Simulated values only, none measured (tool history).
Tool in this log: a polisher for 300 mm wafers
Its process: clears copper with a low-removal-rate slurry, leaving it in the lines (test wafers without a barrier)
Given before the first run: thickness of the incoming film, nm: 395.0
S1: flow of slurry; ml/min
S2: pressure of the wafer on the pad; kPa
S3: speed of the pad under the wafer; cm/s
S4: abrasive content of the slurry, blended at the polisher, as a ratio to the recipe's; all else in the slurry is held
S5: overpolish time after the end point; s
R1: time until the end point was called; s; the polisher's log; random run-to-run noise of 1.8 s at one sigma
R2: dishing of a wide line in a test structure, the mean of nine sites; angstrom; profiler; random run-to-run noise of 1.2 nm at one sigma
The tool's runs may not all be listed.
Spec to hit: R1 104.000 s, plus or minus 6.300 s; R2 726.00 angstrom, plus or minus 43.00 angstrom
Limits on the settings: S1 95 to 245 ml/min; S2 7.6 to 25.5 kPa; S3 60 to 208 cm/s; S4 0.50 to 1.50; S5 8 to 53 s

run,hour,S1,S2,S3,S4,S5,R1,R2
1,0.0,155,16.5,134,1.00,27,122.260,450.70
2,2.6,155,16.5,134,1.10,27,119.290,478.16
3,8.6,155,17.2,134,1.15,30,120.310,528.46
4,15.4,155,18.6,134,1.15,32,110.340,560.60
5,17.5,155,15.2,134,1.15,32,130.790,503.46
6,19.4,155,15.2,134,1.15,28,129.540,462.49
# hour 26.0: head pressure recalibrated
7,26.0,155,16.5,134,1.15,32,116.740,541.27
8,33.2,155,17.2,134,1.20,35,110.790,605.90
9,41.6,155,17.2,134,1.25,37,110.420,594.81
10,47.5,155,17.2,134,1.25,40,105.880,643.23
11,52.9,155,17.2,134,1.25,42,109.370,657.95

5 next moves are on the table. One of them brings every result within its allowed miss. Which?
A,58.3,155,16.5,160,1.30,32,?,?
B,58.3,180,17.2,144,1.50,45,?,?
C,58.3,170,16.5,136,1.50,50,?,?
D,58.3,120,17.9,122,1.40,45,?,?
E,58.3,180,22.1,118,1.40,53,?,?

move,R1,R2
A,95.899,614.73
B,96.461,718.92
C,105.870,718.72
D,119.000,659.36
E,95.212,789.67
A: lands further from the targets than the last run did
B: gets the furthest-off result to its target, but another result is out of tolerance
C: hits every target within its allowed miss
D: lands further from the targets than the last run did
E: the result that was furthest off in the last run now lies on the other side of its target
The move that meets every target is C.
